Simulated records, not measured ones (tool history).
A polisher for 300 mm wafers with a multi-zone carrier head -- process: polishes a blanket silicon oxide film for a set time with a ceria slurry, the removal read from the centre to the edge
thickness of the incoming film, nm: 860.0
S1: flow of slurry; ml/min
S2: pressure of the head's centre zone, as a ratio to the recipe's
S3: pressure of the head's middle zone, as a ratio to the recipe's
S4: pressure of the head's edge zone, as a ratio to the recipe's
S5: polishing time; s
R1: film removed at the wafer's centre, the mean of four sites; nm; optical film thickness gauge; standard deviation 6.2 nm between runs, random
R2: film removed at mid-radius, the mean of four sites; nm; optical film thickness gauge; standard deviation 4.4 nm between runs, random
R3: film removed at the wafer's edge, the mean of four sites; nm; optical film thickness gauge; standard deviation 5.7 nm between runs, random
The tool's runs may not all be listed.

run  hour   S1    S2    S3    S4  S5      R1      R2      R3
  1   0.0  250  1.00  1.00  1.00  66  347.57  355.54  350.62
  2   7.3  250  1.09  1.00  1.00  66  378.69  353.91  353.04
  3  10.8  250  1.09  1.01  1.01  67  396.19  366.12  359.98
  4  17.8  250  1.08  1.02  1.02  68  392.97  370.76  364.18
  5  19.1  250  1.08  0.95  1.02  68  383.94  350.51  367.54
  6  27.7  250  1.08  0.95  1.02  78  441.30  405.51  413.48
  7  35.9  250  1.07  0.96  1.02  78  435.92  398.52  420.60

Run 8, settings as shown, results not yet in. Your forecast:
  8  38.3  255  1.06  0.97  1.02  78   ?   ?   ?

{"run 8": {"R1": 434.88, "R2": 414.08, "R3": 420.61}}

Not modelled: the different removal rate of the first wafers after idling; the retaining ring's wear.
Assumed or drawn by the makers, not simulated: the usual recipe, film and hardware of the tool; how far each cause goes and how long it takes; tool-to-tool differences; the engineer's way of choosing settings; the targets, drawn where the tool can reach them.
